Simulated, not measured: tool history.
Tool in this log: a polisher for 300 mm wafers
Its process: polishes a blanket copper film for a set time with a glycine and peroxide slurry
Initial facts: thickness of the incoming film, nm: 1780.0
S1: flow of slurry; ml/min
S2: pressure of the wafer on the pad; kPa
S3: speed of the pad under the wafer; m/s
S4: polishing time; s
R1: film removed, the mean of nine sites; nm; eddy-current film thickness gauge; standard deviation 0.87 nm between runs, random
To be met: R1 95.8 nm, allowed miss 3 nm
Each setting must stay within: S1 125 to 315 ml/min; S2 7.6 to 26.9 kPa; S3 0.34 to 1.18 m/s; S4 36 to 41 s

run	day	S1	S2	S3	S4	R1
1	0	205	17.2	0.76	41	192.55
2	0.262	250	17.2	0.76	41	194.3
3	0.492	250	16.5	0.74	41	183.99
4	0.775	225	16.5	0.74	41	183.55
5	0.971	180	16.5	0.74	41	178.84
6	1.121	180	15.9	0.72	41	168.54
7	1.158	180	15.2	0.7	41	159.67
8	1.362	180	14.5	0.68	41	150.69
9	1.483	180	13.8	0.66	41	143.49
10	1.754	180	13.1	0.64	41	133.8
11	1.9	180	12.4	0.64	41	129.98
12	2.262	180	11.7	0.64	41	124.98
13	2.496	180	11	0.64	41	121.53
14	2.721	180	10.3	0.64	41	116.85
15	2.967	180	9	0.6	41	101.02

Below are 4 possible settings for the next run. Only one of them brings all results inside the allowed miss of their targets. Which is it?
A	3.212	175	10.3	0.58	40	?
B	3.212	185	8.3	0.62	39	?
C	3.212	245	8.3	0.64	39	?
D	3.212	160	10.3	0.56	41	?

move	R1
A	107.05
B	96.256
C	101.82
D	105.76
A: misses by more than the last run did
B: in spec on every target
C: misses by more than the last run did
D: misses by more than the last run did
The move that meets every target is B.
